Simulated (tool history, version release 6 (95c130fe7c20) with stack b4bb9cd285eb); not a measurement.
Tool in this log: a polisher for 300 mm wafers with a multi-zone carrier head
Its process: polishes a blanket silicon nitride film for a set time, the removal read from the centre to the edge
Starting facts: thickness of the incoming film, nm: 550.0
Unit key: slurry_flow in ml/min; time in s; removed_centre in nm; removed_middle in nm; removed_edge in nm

Run 1, day 0.000: slurry_flow 130 ml/min, centre_zone 1.00, middle_zone 1.00, edge_zone 1.00, time 50 s. Result: removed_centre 121.65 nm, removed_middle 121.50 nm, removed_edge 120.30 nm.
Run 2, day 0.188: slurry_flow 145 ml/min, centre_zone 1.06, middle_zone 1.00, edge_zone 1.04, time 53 s. Result: removed_centre 139.13 nm, removed_middle 132.45 nm, removed_edge 132.89 nm.
Run 3, day 0.404: slurry_flow 160 ml/min, centre_zone 1.10, middle_zone 0.98, edge_zone 1.05, time 56 s. Result: removed_centre 157.91 nm, removed_middle 139.08 nm, removed_edge 145.07 nm.
Run 4, day 0.721: slurry_flow 160 ml/min, centre_zone 1.06, middle_zone 0.98, edge_zone 1.05, time 56 s. Result: removed_centre 152.37 nm, removed_middle 139.44 nm, removed_edge 144.48 nm.
Run 5, day 1.088: slurry_flow 170 ml/min, centre_zone 1.10, middle_zone 0.98, edge_zone 1.06, time 57 s. Result: removed_centre 159.92 nm, removed_middle 144.52 nm, removed_edge 146.22 nm.
Run 6, day 1.417: slurry_flow 170 ml/min, centre_zone 1.13, middle_zone 0.97, edge_zone 1.06, time 59 s. Result: removed_centre 171.32 nm, removed_middle 145.15 nm, removed_edge 154.32 nm.
Run 7, day 1.612: slurry_flow 175 ml/min, centre_zone 1.15, middle_zone 0.97, edge_zone 1.06, time 60 s. Result: removed_centre 176.73 nm, removed_middle 150.14 nm, removed_edge 153.10 nm.
Run 8, day 1.683: slurry_flow 180 ml/min, centre_zone 1.16, middle_zone 0.96, edge_zone 1.07, time 61 s. Result: removed_centre 181.80 nm, removed_middle 152.01 nm, removed_edge 160.30 nm.

Run 9 has not been measured yet. What should we expect?
Run 9, day 1.912: slurry_flow 185 ml/min, centre_zone 1.17, middle_zone 0.96, edge_zone 1.06, time 62 s. Result: removed_centre ?, removed_middle ?, removed_edge ?.

Run 9 measured removed_centre 187.38 nm, removed_middle 155.29 nm, removed_edge 165.19 nm.
